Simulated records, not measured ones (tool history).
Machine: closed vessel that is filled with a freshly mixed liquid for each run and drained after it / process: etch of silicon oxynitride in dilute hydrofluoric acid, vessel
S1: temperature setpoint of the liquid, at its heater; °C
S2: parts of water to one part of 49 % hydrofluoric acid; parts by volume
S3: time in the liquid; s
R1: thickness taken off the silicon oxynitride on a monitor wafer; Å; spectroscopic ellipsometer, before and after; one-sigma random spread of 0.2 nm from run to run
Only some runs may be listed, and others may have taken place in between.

| run | hour | S1 | S2 | S3 | R1 |
|---|---|---|---|---|---|
| 1 | 0 | 24 | 60 | 890 | 219.12 |
| 2 | 6.8 | 26 | 55 | 890 | 267.36 |
| 3 | 13.8 | 27.5 | 55 | 890 | 283.34 |
| 4 | 22.9 | 27.5 | 55 | 960 | 304.88 |
| 5 | 26.2 | 28.5 | 50 | 960 | 354.08 |
| 6 | 30.8 | 28.5 | 60 | 960 | 292.59 |
| 7 | 33.7 | 29.5 | 55 | 960 | 338.41 |

Run 8 has not been measured yet. What should we expect?
| 8 | 38.1 | 30 | 50 | 960 | ? |

R1: 383.71 Å
